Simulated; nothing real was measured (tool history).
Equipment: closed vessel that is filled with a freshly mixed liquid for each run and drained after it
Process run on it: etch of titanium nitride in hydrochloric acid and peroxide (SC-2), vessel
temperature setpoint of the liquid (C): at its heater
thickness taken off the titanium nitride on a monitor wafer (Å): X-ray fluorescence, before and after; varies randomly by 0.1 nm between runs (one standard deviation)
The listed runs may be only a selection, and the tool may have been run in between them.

run,day,temperature setpoint of the liquid (C),parts of water to one part each of 37 % hydrochloric acid and 30 % peroxide (parts by volume),time in the liquid (s),thickness taken off the titanium nitride on a monitor wafer (Å)
1,0.000,47.0,9,1000,210.81
2,0.312,45.5,9,1000,192.65
3,0.550,44.5,9,1000,179.98
4,0.800,50.5,9,1000,268.83
5,1.121,50.5,9,1065,289.76
6,1.467,50.5,10,1065,263.44

Expected results for the next run?
# day 1.783: chemicals flow meter replaced
7,1.783,48.5,10,1065,?

{"run 7": {"thickness taken off the titanium nitride on a monitor wafer (Å)": 247.2}}

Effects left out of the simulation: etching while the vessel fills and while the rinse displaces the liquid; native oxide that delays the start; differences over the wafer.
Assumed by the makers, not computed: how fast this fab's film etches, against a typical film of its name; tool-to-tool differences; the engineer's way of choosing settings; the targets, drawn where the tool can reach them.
